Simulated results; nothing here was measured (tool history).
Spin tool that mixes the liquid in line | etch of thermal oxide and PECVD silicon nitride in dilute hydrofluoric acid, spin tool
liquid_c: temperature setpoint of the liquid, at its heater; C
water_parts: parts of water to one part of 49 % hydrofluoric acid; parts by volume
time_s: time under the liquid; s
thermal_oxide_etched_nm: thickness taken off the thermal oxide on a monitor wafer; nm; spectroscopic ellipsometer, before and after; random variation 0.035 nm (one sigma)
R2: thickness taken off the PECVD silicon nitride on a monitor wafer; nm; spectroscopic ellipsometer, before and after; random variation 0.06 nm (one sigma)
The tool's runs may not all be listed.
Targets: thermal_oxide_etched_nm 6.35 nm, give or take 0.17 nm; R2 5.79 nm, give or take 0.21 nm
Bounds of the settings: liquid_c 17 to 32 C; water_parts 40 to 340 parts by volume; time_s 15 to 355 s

{"run": 1, "hour": 0.0, "liquid_c": 24, "water_parts": 190, "time_s": 180, "thermal_oxide_etched_nm": 3.6555, "R2": 3.2657}
{"run": 2, "hour": 8.2, "liquid_c": 24, "water_parts": 190, "time_s": 125, "thermal_oxide_etched_nm": 2.5741, "R2": 2.2311}
{"run": 3, "hour": 12.8, "liquid_c": 24, "water_parts": 190, "time_s": 95, "thermal_oxide_etched_nm": 1.9531, "R2": 1.7102}
{"run": 4, "hour": 16.4, "liquid_c": 26, "water_parts": 150, "time_s": 95, "thermal_oxide_etched_nm": 2.799, "R2": 2.4055}
{"run": 5, "hour": 22.5, "liquid_c": 27.5, "water_parts": 130, "time_s": 100, "thermal_oxide_etched_nm": 3.6949, "R2": 3.2719}
{"run": 6, "hour": 29.5, "liquid_c": 24.5, "water_parts": 130, "time_s": 100, "thermal_oxide_etched_nm": 3.2652, "R2": 2.6529}
{"run": 7, "hour": 37.6, "liquid_c": 26.5, "water_parts": 115, "time_s": 100, "thermal_oxide_etched_nm": 4.096, "R2": 3.4725}
{"run": 8, "hour": 42.6, "liquid_c": 27.5, "water_parts": 105, "time_s": 100, "thermal_oxide_etched_nm": 4.6917, "R2": 4.0758}
{"run": 9, "hour": 49.3, "liquid_c": 28.5, "water_parts": 100, "time_s": 100, "thermal_oxide_etched_nm": 5.2194, "R2": 4.5509}

Which single option among these 5 for the next run brings every result within its allowed miss of target? Just one does.
{"run": "A", "hour": 56.0, "liquid_c": 32, "water_parts": 180, "time_s": 165, "thermal_oxide_etched_nm": "?", "R2": "?"}
{"run": "B", "hour": 56.0, "liquid_c": 32, "water_parts": 170, "time_s": 190, "thermal_oxide_etched_nm": "?", "R2": "?"}
{"run": "C", "hour": 56.0, "liquid_c": 30, "water_parts": 100, "time_s": 115, "thermal_oxide_etched_nm": "?", "R2": "?"}
{"run": "D", "hour": 56.0, "liquid_c": 25.5, "water_parts": 95, "time_s": 145, "thermal_oxide_etched_nm": "?", "R2": "?"}
{"run": "E", "hour": 56.0, "liquid_c": 31.5, "water_parts": 180, "time_s": 135, "thermal_oxide_etched_nm": "?", "R2": "?"}

move=A thermal_oxide_etched_nm=4.8199 R2=5.1048
move=B thermal_oxide_etched_nm=5.9549 R2=6.2339
move=C thermal_oxide_etched_nm=6.2751 R2=5.7227
move=D thermal_oxide_etched_nm=7.0555 R2=5.6943
move=E thermal_oxide_etched_nm=3.8762 R2=4.0545
A: the biggest miss grows against the last run
B: closer than the last run, but not yet in spec
C: each result inside its tolerance
D: the result that was furthest off in the last run now lies on the other side of its target
E: the biggest miss grows against the last run
Answer: C

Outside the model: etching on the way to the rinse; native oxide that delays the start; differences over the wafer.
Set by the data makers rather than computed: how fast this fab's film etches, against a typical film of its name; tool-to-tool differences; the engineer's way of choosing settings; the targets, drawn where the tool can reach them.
